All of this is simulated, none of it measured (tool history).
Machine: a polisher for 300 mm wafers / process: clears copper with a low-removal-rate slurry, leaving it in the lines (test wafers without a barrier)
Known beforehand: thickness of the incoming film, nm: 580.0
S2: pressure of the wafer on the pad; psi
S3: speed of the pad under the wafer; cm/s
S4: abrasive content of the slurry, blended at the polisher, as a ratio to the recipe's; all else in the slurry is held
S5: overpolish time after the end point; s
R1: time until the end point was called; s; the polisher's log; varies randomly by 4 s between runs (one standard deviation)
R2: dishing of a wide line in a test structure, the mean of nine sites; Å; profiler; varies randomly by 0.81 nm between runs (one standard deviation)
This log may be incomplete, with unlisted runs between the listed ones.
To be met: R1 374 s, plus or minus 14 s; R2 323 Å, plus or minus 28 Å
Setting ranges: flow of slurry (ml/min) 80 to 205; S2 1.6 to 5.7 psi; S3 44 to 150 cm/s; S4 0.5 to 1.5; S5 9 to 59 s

Run 1, hour 0: flow of slurry (ml/min) 135, S2 3.6 psi, S3 96 cm/s, S4 1, S5 30 s. Result: R1 170.09 s, R2 582.44 Å.
Run 2, hour 6.1: flow of slurry (ml/min) 130, S2 2.9 psi, S3 90 cm/s, S4 1, S5 31 s. Result: R1 226.45 s, R2 458.44 Å.
Run 3, hour 11.8: flow of slurry (ml/min) 100, S2 2.9 psi, S3 90 cm/s, S4 1, S5 31 s. Result: R1 242.37 s, R2 448.76 Å.
Run 4, hour 14.2: flow of slurry (ml/min) 95, S2 2.5 psi, S3 90 cm/s, S4 1, S5 32 s. Result: R1 294.03 s, R2 413.29 Å.
Run 5, hour 22.6: flow of slurry (ml/min) 90, S2 2.3 psi, S3 90 cm/s, S4 1, S5 31 s. Result: R1 313.94 s, R2 370.23 Å.
Run 6, hour 28.1: flow of slurry (ml/min) 90, S2 2.2 psi, S3 90 cm/s, S4 1, S5 31 s. Result: R1 331.8 s, R2 353.68 Å.
Run 7, hour 31.4: flow of slurry (ml/min) 90, S2 2.1 psi, S3 90 cm/s, S4 1, S5 31 s. Result: R1 347.53 s, R2 322.54 Å.
Run 8, hour 35: flow of slurry (ml/min) 90, S2 2.1 psi, S3 90 cm/s, S4 1, S5 32 s. Result: R1 342.46 s, R2 333.57 Å.
Run 9, hour 38.3: flow of slurry (ml/min) 85, S2 1.8 psi, S3 90 cm/s, S4 1, S5 34 s. Result: R1 407.63 s, R2 310.51 Å.
Run 10, hour 40.6: flow of slurry (ml/min) 90, S2 1.8 psi, S3 90 cm/s, S4 1, S5 34 s. Result: R1 398.11 s, R2 303.02 Å.
Run 11, hour 44.9: flow of slurry (ml/min) 95, S2 1.8 psi, S3 90 cm/s, S4 1, S5 34 s. Result: R1 395.41 s, R2 336.1 Å.
Run 12, hour 51.6: flow of slurry (ml/min) 95, S2 1.8 psi, S3 90 cm/s, S4 1, S5 33 s. Result: R1 394.59 s, R2 315.35 Å.

Consider the 5 candidate settings below. Which is the only one whose results all fall within their allowed miss of target?
Run A, hour 58.3: flow of slurry (ml/min) 80, S2 2.2 psi, S3 80 cm/s, S4 1.15, S5 26 s. Result: R1 ?, R2 ?.
Run B, hour 58.3: flow of slurry (ml/min) 95, S2 2 psi, S3 92 cm/s, S4 1, S5 30 s. Result: R1 ?, R2 ?.
Run C, hour 58.3: flow of slurry (ml/min) 90, S2 2.1 psi, S3 80 cm/s, S4 1.1, S5 33 s. Result: R1 ?, R2 ?.
Run D, hour 58.3: flow of slurry (ml/min) 85, S2 1.6 psi, S3 94 cm/s, S4 0.9, S5 37 s. Result: R1 ?, R2 ?.
Run E, hour 58.3: flow of slurry (ml/min) 145, S2 1.9 psi, S3 90 cm/s, S4 0.95, S5 29 s. Result: R1 ?, R2 ?.

move      R1      R2
   A  372.16  263.52
   B  343.04  317.39
   C  375.77  319.58
   D     437  303.93
   E     334  314.35
A: puts the biggest miss on target and leaves a different result outside tolerance
B: carries the result that was furthest off beyond its target, to the other side
C: in spec on every target
D: its largest miss is bigger than the last run's
E: carries the result that was furthest off beyond its target, to the other side
The right move is C.
